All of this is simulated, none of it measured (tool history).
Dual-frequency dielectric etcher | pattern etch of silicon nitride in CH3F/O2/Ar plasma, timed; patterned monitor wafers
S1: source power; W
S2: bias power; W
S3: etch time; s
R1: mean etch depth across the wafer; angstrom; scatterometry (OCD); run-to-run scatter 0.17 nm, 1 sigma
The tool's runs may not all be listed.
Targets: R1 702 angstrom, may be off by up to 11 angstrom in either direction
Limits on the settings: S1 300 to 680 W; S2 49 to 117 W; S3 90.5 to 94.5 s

| run | day | S1 | S2 | S3 | R1 |
|---|---|---|---|---|---|
| 1 | 0 | 490 | 83 | 90.5 | 754.54 |
| 2 | 0.129 | 490 | 83 | 94.5 | 786.11 |
| 3 | 0.379 | 470 | 83 | 94.5 | 777.59 |
| 4 | 0.7 | 470 | 71 | 94.5 | 730.85 |
| 5 | 0.879 | 460 | 71 | 94.5 | 727.92 |
| 6 | 1.254 | 460 | 58 | 94.5 | 669.22 |
| 7 | 1.396 | 470 | 58 | 94.5 | 674.77 |
| 8 | 1.446 | 480 | 58 | 94.5 | 677.88 |
| 9 | 1.588 | 490 | 58 | 94.5 | 684.54 |

5 next moves are on the table. One of them brings every result within its allowed miss. Which?
| A | 1.729 | 480 | 54 | 94 | ? |
| B | 1.729 | 420 | 62 | 94 | ? |
| C | 1.729 | 470 | 68 | 92.5 | ? |
| D | 1.729 | 510 | 58 | 91 | ? |
| E | 1.729 | 540 | 53 | 92 | ? |

| move | R1 |
|---|---|
| A | 657.07 |
| B | 664.72 |
| C | 703.07 |
| D | 667.09 |
| E | 663.76 |
A: its largest miss is bigger than the last run's
B: its largest miss is bigger than the last run's
C: every result lands within tolerance
D: its largest miss is bigger than the last run's
E: its largest miss is bigger than the last run's
Go with C: it meets all targets.

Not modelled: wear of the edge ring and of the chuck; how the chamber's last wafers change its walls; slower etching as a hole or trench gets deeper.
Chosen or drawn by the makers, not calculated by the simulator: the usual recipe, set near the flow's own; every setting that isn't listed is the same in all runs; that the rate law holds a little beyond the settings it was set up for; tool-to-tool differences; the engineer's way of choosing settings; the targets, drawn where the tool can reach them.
